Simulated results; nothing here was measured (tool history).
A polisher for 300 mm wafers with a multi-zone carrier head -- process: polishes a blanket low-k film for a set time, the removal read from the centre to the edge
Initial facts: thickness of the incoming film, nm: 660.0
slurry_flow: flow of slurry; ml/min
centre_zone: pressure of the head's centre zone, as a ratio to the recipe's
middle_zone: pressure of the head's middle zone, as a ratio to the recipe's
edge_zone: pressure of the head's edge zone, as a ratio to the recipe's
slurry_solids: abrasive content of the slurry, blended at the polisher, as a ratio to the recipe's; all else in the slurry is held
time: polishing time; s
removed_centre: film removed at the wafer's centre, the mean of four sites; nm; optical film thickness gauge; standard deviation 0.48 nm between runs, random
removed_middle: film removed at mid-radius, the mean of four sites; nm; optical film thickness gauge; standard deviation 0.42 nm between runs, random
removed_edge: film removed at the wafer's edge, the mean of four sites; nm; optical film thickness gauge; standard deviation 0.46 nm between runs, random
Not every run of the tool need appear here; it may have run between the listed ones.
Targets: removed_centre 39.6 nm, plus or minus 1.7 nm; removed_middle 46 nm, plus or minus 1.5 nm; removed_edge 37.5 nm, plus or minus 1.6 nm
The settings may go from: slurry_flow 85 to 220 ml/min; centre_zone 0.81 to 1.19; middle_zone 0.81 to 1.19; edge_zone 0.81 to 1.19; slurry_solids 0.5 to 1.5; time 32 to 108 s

| run | hour | slurry_flow | centre_zone | middle_zone | edge_zone | slurry_solids | time | removed_centre | removed_middle | removed_edge |
|---|---|---|---|---|---|---|---|---|---|---|
| 1 | 0 | 140 | 1 | 1 | 1 | 1 | 70 | 30.812 | 31.547 | 31.443 |
| 2 | 7.8 | 140 | 1.06 | 1 | 1 | 1 | 70 | 32.593 | 31.654 | 31.383 |
| 3 | 8.7 | 140 | 1.06 | 1 | 1 | 0.85 | 70 | 30.778 | 30.611 | 29.583 |
| 4 | 16 | 140 | 1.06 | 1 | 1.08 | 0.85 | 70 | 30.768 | 29.893 | 30.501 |
| 5 | 21.2 | 155 | 1.05 | 1.06 | 1.05 | 0.95 | 71 | 32.468 | 34.271 | 32.354 |
| 6 | 23 | 170 | 1.07 | 1.1 | 1.05 | 1 | 71 | 35.334 | 35.914 | 33.743 |
| 7 | 30.9 | 175 | 0.97 | 1.19 | 0.95 | 1.25 | 74 | 35.552 | 44.549 | 35.762 |
| 8 | 37 | 185 | 0.99 | 1.19 | 0.96 | 1.25 | 74 | 37.317 | 43.728 | 36.316 |
| 9 | 45.7 | 185 | 0.99 | 1.19 | 0.95 | 1.3 | 74 | 37.647 | 45.06 | 36.815 |

Which single option among these 5 for the next run brings every result within its allowed miss of target? Just one does.
| A | 54.4 | 195 | 1.04 | 1.19 | 1 | 1.45 | 72 | ? | ? | ? |
| B | 54.4 | 170 | 0.9 | 1.19 | 0.97 | 1.4 | 73 | ? | ? | ? |
| C | 54.4 | 200 | 1.03 | 1.18 | 0.86 | 1.2 | 74 | ? | ? | ? |
| D | 54.4 | 185 | 0.9 | 1.18 | 0.94 | 1.35 | 74 | ? | ? | ? |
| E | 54.4 | 220 | 1.06 | 1.11 | 1.05 | 1.2 | 72 | ? | ? | ? |

| move | removed_centre | removed_middle | removed_edge |
|---|---|---|---|
| A | 40.68 | 45.924 | 37.665 |
| B | 34.317 | 44.94 | 36.558 |
| C | 39.136 | 44.274 | 34.051 |
| D | 35.002 | 45.415 | 36.503 |
| E | 39.859 | 41.492 | 36.846 |
A: hits every target within its allowed miss
B: misses by more than the last run did
C: gets the furthest-off result to its target, but another result is out of tolerance
D: misses by more than the last run did
E: gets the furthest-off result to its target, but another result is out of tolerance
Answer: A
